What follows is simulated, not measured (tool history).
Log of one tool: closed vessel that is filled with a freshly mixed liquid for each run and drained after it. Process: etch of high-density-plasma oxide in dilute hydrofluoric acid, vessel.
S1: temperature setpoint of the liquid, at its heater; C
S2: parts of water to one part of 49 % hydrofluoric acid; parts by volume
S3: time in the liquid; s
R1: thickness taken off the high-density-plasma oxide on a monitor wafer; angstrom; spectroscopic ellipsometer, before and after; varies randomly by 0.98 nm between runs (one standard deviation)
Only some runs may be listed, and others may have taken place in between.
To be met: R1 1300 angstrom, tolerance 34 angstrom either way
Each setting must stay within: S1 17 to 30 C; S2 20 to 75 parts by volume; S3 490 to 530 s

| run | day | S1 | S2 | S3 | R1 |
|---|---|---|---|---|---|
| 1 | 0 | 22 | 45 | 490 | 566.35 |
| 2 | 0.354 | 22 | 45 | 530 | 619.13 |
| 3 | 0.729 | 24 | 40 | 530 | 766.81 |
| 4 | 0.917 | 24 | 40 | 530 | 760.22 |
| 5 | 1.054 | 21.5 | 40 | 530 | 694.82 |
| 6 | 1.15 | 23.5 | 35 | 530 | 869.96 |
| 7 | 1.342 | 25 | 35 | 530 | 924.26 |
| 8 | 1.475 | 26.5 | 35 | 530 | 981.8 |
| 9 | 1.525 | 27.5 | 35 | 530 | 1016.7 |
| 10 | 1.825 | 28 | 35 | 530 | 1042.6 |
| 11 | 1.908 | 28 | 35 | 530 | 1045.4 |
| 12 | 1.954 | 28.5 | 35 | 530 | 1057.1 |
| 13 | 2.104 | 29 | 35 | 530 | 1082.1 |
| 14 | 2.225 | 29.5 | 35 | 530 | 1113.1 |

Below are 4 possible settings for the next run. Only one of them brings all results inside the allowed miss of their targets. Which is it?
| A | 2.346 | 26.5 | 25 | 530 | ? |
| B | 2.346 | 28.5 | 35 | 490 | ? |
| C | 2.346 | 29.5 | 30 | 490 | ? |
| D | 2.346 | 29.5 | 30 | 530 | ? |

| move | R1 |
|---|---|
| A | 1385.8 |
| B | 978.34 |
| C | 1197.4 |
| D | 1295.2 |
A: takes the result that was furthest off past its target
B: further off than the last run
C: gains on the last run, yet a result remains outside its allowed miss
D: all results land within tolerance of their targets
The move that meets every target is D.
